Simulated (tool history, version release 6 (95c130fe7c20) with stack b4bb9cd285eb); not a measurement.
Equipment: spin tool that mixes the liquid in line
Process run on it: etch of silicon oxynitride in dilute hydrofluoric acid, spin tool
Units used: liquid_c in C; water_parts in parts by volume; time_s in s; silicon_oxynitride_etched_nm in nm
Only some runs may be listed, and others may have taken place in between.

run  hour  liquid_c  water_parts  time_s  silicon_oxynitride_etched_nm
  1   0.0      22.0           55      85                        2.3685
  2   8.3      22.0           55      65                        1.8248
  3  13.7      21.0           55      65                        1.7174
  4  21.2      22.5           55      65                        1.8453
  5  24.1      21.0           55      65                        1.7202
  6  27.5      21.0           45      65                        2.1431
  7  33.7      21.0           45      65                        2.1129
  8  35.3      20.0           45      65                        2.0480

Run 9 has not been measured yet. What should we expect?
  9  43.4      19.5           50      65                             ?

silicon_oxynitride_etched_nm: 1.7536 nm
